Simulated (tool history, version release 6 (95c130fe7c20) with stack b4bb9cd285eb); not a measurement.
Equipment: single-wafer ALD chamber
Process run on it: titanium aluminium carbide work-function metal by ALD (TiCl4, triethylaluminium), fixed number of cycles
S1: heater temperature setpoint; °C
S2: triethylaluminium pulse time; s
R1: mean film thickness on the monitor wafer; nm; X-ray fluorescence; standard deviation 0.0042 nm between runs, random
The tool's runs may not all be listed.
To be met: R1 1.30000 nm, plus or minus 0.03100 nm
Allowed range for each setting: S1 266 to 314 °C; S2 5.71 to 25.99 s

Run 1, hour 0.0: S1 290 °C, S2 15.85 s. Result: R1 1.88210 nm.
Run 2, hour 5.9: S1 299 °C, S2 15.85 s. Result: R1 1.95700 nm.
Run 3, hour 9.4: S1 291 °C, S2 13.43 s. Result: R1 1.87280 nm.
Run 4, hour 17.6: S1 281 °C, S2 13.43 s. Result: R1 1.79120 nm.
Run 5, hour 24.4: S1 289 °C, S2 13.43 s. Result: R1 1.86910 nm.
Run 6, hour 29.4: S1 289 °C, S2 9.22 s. Result: R1 1.63070 nm.
Run 7, hour 31.1: S1 277 °C, S2 5.71 s. Result: R1 0.35264 nm.
Run 8, hour 39.4: S1 282 °C, S2 5.72 s. Result: R1 0.37010 nm.
Run 9, hour 46.5: S1 290 °C, S2 5.82 s. Result: R1 0.45761 nm.
Run 10, hour 47.0: S1 295 °C, S2 6.80 s. Result: R1 1.04750 nm.
Run 11, hour 52.0: S1 296 °C, S2 6.80 s. Result: R1 1.05700 nm.

Which of these 4 next moves meets every target?
Run A, hour 57.0: S1 296 °C, S2 7.41 s. Result: R1 ?.
Run B, hour 57.0: S1 284 °C, S2 8.38 s. Result: R1 ?.
Run C, hour 57.0: S1 295 °C, S2 7.10 s. Result: R1 ?.
Run D, hour 57.0: S1 300 °C, S2 7.07 s. Result: R1 ?.

move       R1
   A  1.30410
   B  1.47910
   C  1.18570
   D  1.19980
A: every result within its allowed miss
B: takes the result that was furthest off past its target
C: nearer than the last run, and not there yet
D: nearer than the last run, and not there yet
A is the move that brings every result within its allowed miss.
